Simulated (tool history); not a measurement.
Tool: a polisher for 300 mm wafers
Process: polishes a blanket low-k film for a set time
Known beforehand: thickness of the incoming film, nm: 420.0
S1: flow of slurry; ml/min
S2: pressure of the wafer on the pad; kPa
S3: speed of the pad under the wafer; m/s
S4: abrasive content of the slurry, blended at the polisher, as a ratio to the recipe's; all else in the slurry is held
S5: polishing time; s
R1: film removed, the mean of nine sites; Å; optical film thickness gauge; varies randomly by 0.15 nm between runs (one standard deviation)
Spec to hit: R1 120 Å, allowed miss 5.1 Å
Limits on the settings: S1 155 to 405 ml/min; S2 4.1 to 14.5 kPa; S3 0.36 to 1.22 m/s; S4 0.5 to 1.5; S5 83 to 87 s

run,hour,S1,S2,S3,S4,S5,R1
1,0,260,9,0.78,1,83,192.05
2,6.4,220,9,0.78,1,83,191.84
3,13.3,220,9,0.94,1,83,212.85
4,17.8,220,8.3,0.94,1,83,197.02
5,21.5,220,8.3,0.94,1.2,83,223.12
6,23.5,220,7.6,0.92,1.2,83,204.03
7,29.5,220,6.9,0.9,1.2,83,184.38
8,33.3,220,6.9,0.88,1.2,83,177.94
9,37,220,5.5,0.84,1.2,83,139.21

Of the 4 settings listed for the next run, only one would bring every result within its allowed miss of target. Which one?
A,40.7,255,6.2,0.94,1.2,87,?
B,40.7,205,6.9,0.88,1.2,83,?
C,40.7,160,5.5,0.8,0.95,87,?
D,40.7,200,6.2,0.7,1.2,83,?

move,R1
A,179.39
B,177.47
C,118.64
D,136.33
A: moves away from the targets compared with the last run
B: moves away from the targets compared with the last run
C: hits every target within its allowed miss
D: nearer the targets than the last run, but a result is still out of spec
Move C is the one to make.
